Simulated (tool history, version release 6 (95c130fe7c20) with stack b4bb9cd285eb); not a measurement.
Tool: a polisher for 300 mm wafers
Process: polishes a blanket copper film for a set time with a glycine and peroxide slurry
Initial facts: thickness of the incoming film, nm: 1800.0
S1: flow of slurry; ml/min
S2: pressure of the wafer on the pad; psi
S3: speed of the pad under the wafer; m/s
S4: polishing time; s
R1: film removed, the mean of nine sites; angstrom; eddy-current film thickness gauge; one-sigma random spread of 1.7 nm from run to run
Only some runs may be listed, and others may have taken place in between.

run	day	S1	S2	S3	S4	R1
1	0.000	180	1.8	1.20	60	2973.6
2	0.179	180	1.8	1.40	60	3191.4
3	0.546	180	1.4	1.40	60	2678.6
4	0.825	180	1.7	1.40	60	3016.0
5	0.992	175	1.6	1.40	60	2918.9
6	1.333	175	1.5	1.40	60	2814.8
7	1.558	175	1.4	1.38	60	2581.6
8	1.679	170	1.3	1.38	60	2477.4
9	1.725	165	1.2	1.38	60	2255.3

Run 10 is up next; what results do you expect?
10	1.783	160	1.2	1.38	60	?

{"run 10": {"R1": 2313.7}}
